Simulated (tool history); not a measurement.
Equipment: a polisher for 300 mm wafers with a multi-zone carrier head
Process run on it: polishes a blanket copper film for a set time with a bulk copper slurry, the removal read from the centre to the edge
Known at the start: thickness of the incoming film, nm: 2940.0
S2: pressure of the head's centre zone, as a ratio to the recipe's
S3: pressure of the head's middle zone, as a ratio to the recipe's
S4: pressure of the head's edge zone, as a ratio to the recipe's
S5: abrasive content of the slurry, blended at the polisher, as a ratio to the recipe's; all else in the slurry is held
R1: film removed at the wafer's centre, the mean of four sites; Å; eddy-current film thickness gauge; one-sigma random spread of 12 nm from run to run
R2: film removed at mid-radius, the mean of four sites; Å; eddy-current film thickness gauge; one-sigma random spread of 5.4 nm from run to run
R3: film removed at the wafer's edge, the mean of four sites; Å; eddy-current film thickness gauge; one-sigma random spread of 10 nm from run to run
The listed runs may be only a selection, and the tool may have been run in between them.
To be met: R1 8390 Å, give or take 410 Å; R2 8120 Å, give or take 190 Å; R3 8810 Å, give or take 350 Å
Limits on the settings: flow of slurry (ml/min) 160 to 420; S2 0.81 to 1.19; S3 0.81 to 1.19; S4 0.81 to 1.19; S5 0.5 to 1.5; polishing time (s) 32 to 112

Run 1, hour 0: flow of slurry (ml/min) 270, S2 1, S3 1, S4 1, S5 1, polishing time (s) 72. Result: R1 5876 Å, R2 5795.3 Å, R3 6046.4 Å.
Run 2, hour 3.7: flow of slurry (ml/min) 275, S2 1.01, S3 1.01, S4 1.04, S5 1.1, polishing time (s) 75. Result: R1 6308.4 Å, R2 6270.9 Å, R3 6404.7 Å.
Run 3, hour 10.8: flow of slurry (ml/min) 275, S2 1.01, S3 1.01, S4 1.04, S5 1, polishing time (s) 75. Result: R1 6106.7 Å, R2 6155.9 Å, R3 6233.9 Å.
Run 4, hour 19.2: flow of slurry (ml/min) 245, S2 1.01, S3 1.01, S4 1.04, S5 1, polishing time (s) 75. Result: R1 6070.3 Å, R2 6034.2 Å, R3 6183.2 Å.
Run 5, hour 25.3: flow of slurry (ml/min) 270, S2 1.01, S3 1.01, S4 1.04, S5 1, polishing time (s) 75. Result: R1 6198.2 Å, R2 6101.7 Å, R3 6292.2 Å.
Run 6, hour 32.5: flow of slurry (ml/min) 290, S2 1.01, S3 0.99, S4 1.06, S5 1.1, polishing time (s) 78. Result: R1 6668 Å, R2 6452.4 Å, R3 6812 Å.
Run 7, hour 38.4: flow of slurry (ml/min) 305, S2 1.01, S3 0.99, S4 1.07, S5 1.2, polishing time (s) 80. Result: R1 6910.1 Å, R2 6804.5 Å, R3 6922.6 Å.
Run 8, hour 45.4: flow of slurry (ml/min) 295, S2 1, S3 0.97, S4 1.07, S5 1.25, polishing time (s) 84. Result: R1 7065 Å, R2 7091.2 Å, R3 7490 Å.
Run 9, hour 52.1: flow of slurry (ml/min) 295, S2 1.01, S3 0.96, S4 1.08, S5 1.3, polishing time (s) 86. Result: R1 7680.3 Å, R2 7337.6 Å, R3 7686.5 Å.
Run 10, hour 60: flow of slurry (ml/min) 295, S2 1, S3 0.95, S4 1.09, S5 1.35, polishing time (s) 88. Result: R1 7588.6 Å, R2 7464.3 Å, R3 8086.8 Å.
Run 11, hour 60.9: flow of slurry (ml/min) 300, S2 1.01, S3 0.95, S4 1.1, S5 1.4, polishing time (s) 89. Result: R1 8283.6 Å, R2 7621.3 Å, R3 8175.8 Å.
Run 12, hour 68: flow of slurry (ml/min) 305, S2 1, S3 0.95, S4 1.11, S5 1.4, polishing time (s) 90. Result: R1 8021.7 Å, R2 7717 Å, R3 8393.8 Å.
Run 13, hour 74.6: flow of slurry (ml/min) 310, S2 1, S3 0.95, S4 1.12, S5 1.4, polishing time (s) 90. Result: R1 8136.2 Å, R2 7677.7 Å, R3 8342.6 Å.
Run 14, hour 75.2: flow of slurry (ml/min) 310, S2 1, S3 0.95, S4 1.12, S5 1.4, polishing time (s) 91. Result: R1 8136.1 Å, R2 7896.6 Å, R3 8536.2 Å.
Run 15, hour 77.2: flow of slurry (ml/min) 310, S2 1, S3 0.95, S4 1.13, S5 1.4, polishing time (s) 91. Result: R1 8256.8 Å, R2 7781.5 Å, R3 8320.1 Å.
Run 16, hour 82.6: flow of slurry (ml/min) 310, S2 1, S3 0.95, S4 1.12, S5 1.4, polishing time (s) 91. Result: R1 8320.8 Å, R2 7856.7 Å, R3 8507.3 Å.

Exercise: of the 5 proposed moves below, exactly one satisfies all targets within the stated allowed misses. Which move is it?
Run A, hour 88: flow of slurry (ml/min) 305, S2 1.05, S3 0.98, S4 1.12, S5 1.5, polishing time (s) 88. Result: R1 ?, R2 ?, R3 ?.
Run B, hour 88: flow of slurry (ml/min) 365, S2 1.13, S3 1.14, S4 1.13, S5 1.3, polishing time (s) 87. Result: R1 ?, R2 ?, R3 ?.
Run C, hour 88: flow of slurry (ml/min) 325, S2 0.97, S3 0.89, S4 1.04, S5 1.35, polishing time (s) 98. Result: R1 ?, R2 ?, R3 ?.
Run D, hour 88: flow of slurry (ml/min) 325, S2 0.9, S3 0.85, S4 1.11, S5 1.3, polishing time (s) 103. Result: R1 ?, R2 ?, R3 ?.
Run E, hour 88: flow of slurry (ml/min) 325, S2 1.07, S3 0.85, S4 1.17, S5 1.3, polishing time (s) 92. Result: R1 ?, R2 ?, R3 ?.

move      R1      R2      R3
   A  8222.8    7707  8322.1
   B  8684.5  8164.2  8138.7
   C  8341.9  8075.6  8802.2
   D  8071.5    8247  9493.9
   E  8582.9    7359  8712.8
A: its largest miss is bigger than the last run's
B: corrects the largest miss of the last run, while another result sits out of spec
C: all results land within tolerance of their targets
D: corrects the largest miss of the last run, while another result sits out of spec
E: its largest miss is bigger than the last run's
Answer: C
